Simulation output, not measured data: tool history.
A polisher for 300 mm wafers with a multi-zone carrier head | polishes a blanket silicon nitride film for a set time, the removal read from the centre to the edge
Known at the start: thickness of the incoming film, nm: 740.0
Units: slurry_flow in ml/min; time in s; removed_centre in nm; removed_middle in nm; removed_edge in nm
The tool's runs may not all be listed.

Run 1, hour 0.0: slurry_flow 305 ml/min, centre_zone 1.00, middle_zone 1.00, edge_zone 1.00, time 53 s. Result: removed_centre 99.181 nm, removed_middle 100.340 nm, removed_edge 97.371 nm.
Run 2, hour 1.8: slurry_flow 310 ml/min, centre_zone 1.01, middle_zone 1.01, edge_zone 0.98, time 50 s. Result: removed_centre 93.772 nm, removed_middle 96.547 nm, removed_edge 89.802 nm.
Run 3, hour 10.2: slurry_flow 310 ml/min, centre_zone 1.01, middle_zone 0.95, edge_zone 0.98, time 50 s. Result: removed_centre 93.794 nm, removed_middle 90.682 nm, removed_edge 93.592 nm.
Run 4, hour 11.6: slurry_flow 310 ml/min, centre_zone 1.01, middle_zone 0.95, edge_zone 0.98, time 58 s. Result: removed_centre 110.880 nm, removed_middle 106.770 nm, removed_edge 106.540 nm.
Run 5, hour 12.4: slurry_flow 310 ml/min, centre_zone 1.02, middle_zone 0.96, edge_zone 0.96, time 55 s. Result: removed_centre 105.120 nm, removed_middle 102.030 nm, removed_edge 98.354 nm.
Run 6, hour 14.2: slurry_flow 370 ml/min, centre_zone 1.02, middle_zone 0.96, edge_zone 0.96, time 55 s. Result: removed_centre 108.990 nm, removed_middle 102.910 nm, removed_edge 103.200 nm.
Run 7, hour 18.7: slurry_flow 350 ml/min, centre_zone 1.03, middle_zone 0.96, edge_zone 0.94, time 53 s. Result: removed_centre 104.220 nm, removed_middle 99.366 nm, removed_edge 94.982 nm.
Run 8, hour 21.4: slurry_flow 335 ml/min, centre_zone 1.03, middle_zone 0.96, edge_zone 0.92, time 51 s. Result: removed_centre 100.390 nm, removed_middle 94.540 nm, removed_edge 89.957 nm.
Run 9, hour 26.0: slurry_flow 320 ml/min, centre_zone 1.02, middle_zone 0.96, edge_zone 0.90, time 49 s. Result: removed_centre 93.997 nm, removed_middle 88.837 nm, removed_edge 86.150 nm.
Run 10, hour 31.7: slurry_flow 310 ml/min, centre_zone 1.02, middle_zone 0.97, edge_zone 0.89, time 48 s. Result: removed_centre 91.566 nm, removed_middle 88.719 nm, removed_edge 83.504 nm.
Run 11, hour 34.9: slurry_flow 300 ml/min, centre_zone 1.02, middle_zone 0.98, edge_zone 0.88, time 47 s. Result: removed_centre 89.936 nm, removed_middle 87.705 nm, removed_edge 81.135 nm.
Run 12, hour 38.4: slurry_flow 290 ml/min, centre_zone 1.05, middle_zone 1.05, edge_zone 0.81, time 36 s. Result: removed_centre 69.456 nm, removed_middle 71.696 nm, removed_edge 60.016 nm.
Run 13, hour 43.3: slurry_flow 295 ml/min, centre_zone 1.06, middle_zone 1.05, edge_zone 0.82, time 36 s. Result: removed_centre 70.052 nm, removed_middle 70.451 nm, removed_edge 59.569 nm.
Run 14, hour 44.8: slurry_flow 300 ml/min, centre_zone 1.06, middle_zone 1.05, edge_zone 0.83, time 37 s. Result: removed_centre 73.218 nm, removed_middle 74.152 nm, removed_edge 62.645 nm.

Forecast run 15:
Run 15, hour 49.8: slurry_flow 305 ml/min, centre_zone 1.06, middle_zone 1.05, edge_zone 0.83, time 37 s. Result: removed_centre ?, removed_middle ?, removed_edge ?.

Run 15 gave removed_centre 72.742 nm, removed_middle 72.587 nm, removed_edge 62.727 nm.
